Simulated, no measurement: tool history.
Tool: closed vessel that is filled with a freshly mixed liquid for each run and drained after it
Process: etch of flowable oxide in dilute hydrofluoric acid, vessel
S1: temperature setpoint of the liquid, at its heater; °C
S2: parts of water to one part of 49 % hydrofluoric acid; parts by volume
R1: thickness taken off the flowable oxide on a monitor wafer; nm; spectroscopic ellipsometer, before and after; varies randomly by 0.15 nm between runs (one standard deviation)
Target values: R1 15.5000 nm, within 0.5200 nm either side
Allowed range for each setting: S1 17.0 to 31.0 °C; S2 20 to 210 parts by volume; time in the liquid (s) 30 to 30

{"run": 1, "hour": 0.0, "S1": 23.0, "S2": 115, "time in the liquid (s)": 30, "R1": 10.956}
{"run": 2, "hour": 6.4, "S1": 23.0, "S2": 145, "time in the liquid (s)": 30, "R1": 8.2638}
{"run": 3, "hour": 12.9, "S1": 25.0, "S2": 135, "time in the liquid (s)": 30, "R1": 9.8128}
{"run": 4, "hour": 14.5, "S1": 26.5, "S2": 130, "time in the liquid (s)": 30, "R1": 10.757}
{"run": 5, "hour": 19.8, "S1": 24.5, "S2": 130, "time in the liquid (s)": 30, "R1": 10.022}
{"run": 6, "hour": 23.8, "S1": 27.0, "S2": 130, "time in the liquid (s)": 30, "R1": 10.996}
{"run": 7, "hour": 25.9, "S1": 28.0, "S2": 125, "time in the liquid (s)": 30, "R1": 11.949}
{"run": 8, "hour": 27.7, "S1": 28.5, "S2": 120, "time in the liquid (s)": 30, "R1": 12.759}

5 candidate next runs follow, results not yet known. Just one meets every target within its allowed miss. Identify it.
{"run": "A", "hour": 29.5, "S1": 28.5, "S2": 95, "time in the liquid (s)": 30, "R1": "?"}
{"run": "B", "hour": 29.5, "S1": 28.5, "S2": 115, "time in the liquid (s)": 30, "R1": "?"}
{"run": "C", "hour": 29.5, "S1": 26.0, "S2": 130, "time in the liquid (s)": 30, "R1": "?"}
{"run": "D", "hour": 29.5, "S1": 31.0, "S2": 125, "time in the liquid (s)": 30, "R1": "?"}
{"run": "E", "hour": 29.5, "S1": 25.0, "S2": 90, "time in the liquid (s)": 30, "R1": "?"}

move=A R1=16.9650
move=B R1=13.6400
move=C R1=10.7700
move=D R1=13.5770
move=E R1=15.7340
A: pushes the last run's worst result past its target
B: moves toward the targets from the last run without getting all of them in spec
C: lands further from the targets than the last run did
D: moves toward the targets from the last run without getting all of them in spec
E: in spec on every target
So the answer is move E, the one that meets all the targets.
